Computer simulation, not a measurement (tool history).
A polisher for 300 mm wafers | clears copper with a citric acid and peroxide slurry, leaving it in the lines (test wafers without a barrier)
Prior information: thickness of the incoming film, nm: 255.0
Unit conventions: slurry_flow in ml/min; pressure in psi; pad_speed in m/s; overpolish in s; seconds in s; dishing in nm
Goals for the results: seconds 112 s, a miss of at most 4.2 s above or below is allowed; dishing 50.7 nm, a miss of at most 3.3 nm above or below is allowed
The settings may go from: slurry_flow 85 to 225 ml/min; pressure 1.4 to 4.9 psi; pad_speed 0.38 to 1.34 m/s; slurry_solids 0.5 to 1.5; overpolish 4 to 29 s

| run | hour | slurry_flow | pressure | pad_speed | slurry_solids | overpolish | seconds | dishing |
|---|---|---|---|---|---|---|---|---|
| 1 | 0 | 145 | 3.1 | 0.86 | 1 | 15 | 146.55 | 23.903 |
| 2 | 5.4 | 145 | 3.1 | 0.86 | 0.8 | 15 | 154.71 | 22.351 |
| 3 | 13.6 | 145 | 3.8 | 0.86 | 0.8 | 15 | 131.12 | 25.975 |
| 4 | 20.1 | 145 | 3.9 | 0.86 | 0.8 | 17 | 130.36 | 30.423 |
| 5 | 27.9 | 130 | 3.9 | 0.86 | 0.8 | 17 | 129.06 | 28.554 |
| 6 | 31 | 130 | 3.6 | 0.86 | 0.8 | 17 | 138.84 | 27.95 |
| 7 | 39.7 | 130 | 3.8 | 0.86 | 0.8 | 18 | 132.34 | 30.925 |
| 8 | 48.4 | 130 | 3.9 | 0.86 | 0.8 | 19 | 132.34 | 33.948 |
| 9 | 54.1 | 135 | 4 | 0.86 | 0.8 | 20 | 129.33 | 36.622 |
|  | 61.7 | head pressure recalibrated |
| 10 | 61.7 | 135 | 4.1 | 0.86 | 0.8 | 21 | 134.07 | 36.265 |
| 11 | 65.1 | 135 | 4.3 | 0.86 | 0.8 | 22 | 127.81 | 38.396 |
| 12 | 73.5 | 135 | 4.3 | 0.86 | 0.8 | 22 | 130.56 | 38.424 |

5 candidate next runs follow, results not yet known. Just one meets every target within its allowed miss. Identify it.
| A | 81.9 | 90 | 4.9 | 0.86 | 0.85 | 25 | ? | ? |
| B | 81.9 | 155 | 4.1 | 0.92 | 0.9 | 23 | ? | ? |
| C | 81.9 | 125 | 4.7 | 0.94 | 0.8 | 21 | ? | ? |
| D | 81.9 | 145 | 4.2 | 1.1 | 0.65 | 26 | ? | ? |
| E | 81.9 | 125 | 3.4 | 1.06 | 1 | 24 | ? | ? |

| move | seconds | dishing |
|---|---|---|
| A | 123.7 | 46.608 |
| B | 122.54 | 43.386 |
| C | 113.95 | 42.888 |
| D | 111.74 | 52.335 |
| E | 128.72 | 42.82 |
A: closes in on the targets versus the last run, not all within tolerance yet
B: closes in on the targets versus the last run, not all within tolerance yet
C: the worst result of the last run now meets its target, but another is out of spec
D: each result inside its tolerance
E: closes in on the targets versus the last run, not all within tolerance yet
So the answer is move D, the one that meets all the targets.

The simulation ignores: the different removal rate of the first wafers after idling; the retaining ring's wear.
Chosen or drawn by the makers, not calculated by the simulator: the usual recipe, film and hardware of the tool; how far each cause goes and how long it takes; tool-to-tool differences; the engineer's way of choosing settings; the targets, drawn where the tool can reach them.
